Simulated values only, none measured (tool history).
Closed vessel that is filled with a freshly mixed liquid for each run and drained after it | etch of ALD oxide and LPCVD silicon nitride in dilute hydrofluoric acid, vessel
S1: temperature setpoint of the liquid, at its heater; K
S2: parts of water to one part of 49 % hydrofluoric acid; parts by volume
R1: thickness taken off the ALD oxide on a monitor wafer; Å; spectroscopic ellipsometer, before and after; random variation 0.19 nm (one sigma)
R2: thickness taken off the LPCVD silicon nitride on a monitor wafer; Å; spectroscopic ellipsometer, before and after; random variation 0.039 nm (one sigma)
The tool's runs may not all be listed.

Run 1, day 0: S1 298.15 K, S2 250 parts by volume, time in the liquid (s) 405. Result: R1 325.6 Å, R2 8.717 Å.
Run 2, day 0.075: S1 299.15 K, S2 240 parts by volume, time in the liquid (s) 405. Result: R1 352.96 Å, R2 9.878 Å.
Run 3, day 0.338: S1 295.65 K, S2 240 parts by volume, time in the liquid (s) 405. Result: R1 311.98 Å, R2 7.6542 Å.
Run 4, day 0.567: S1 292.65 K, S2 240 parts by volume, time in the liquid (s) 405. Result: R1 281.63 Å, R2 6.623 Å.
Run 5, day 0.912: S1 295.15 K, S2 230 parts by volume, time in the liquid (s) 405. Result: R1 323.07 Å, R2 7.8858 Å.
Run 6, day 0.992: S1 291.65 K, S2 230 parts by volume, time in the liquid (s) 405. Result: R1 283.75 Å, R2 6.3776 Å.
Run 7, day 1.275: S1 294.15 K, S2 225 parts by volume, time in the liquid (s) 405. Result: R1 320.98 Å, R2 7.6172 Å.
Run 8, day 1.392: S1 298.15 K, S2 195 parts by volume, time in the liquid (s) 395. Result: R1 431.41 Å, R2 10.845 Å.
Run 9, day 1.579: S1 299.15 K, S2 195 parts by volume, time in the liquid (s) 395. Result: R1 448.71 Å, R2 11.714 Å.

The next listed run, before its measurement:
At day 1.804: thermometer replaced.
Run 10, day 1.804: S1 302.65 K, S2 195 parts by volume, time in the liquid (s) 395. Result: R1 ?, R2 ?.

{"run 10": {"R1": 482.76, "R2": 13.638}}
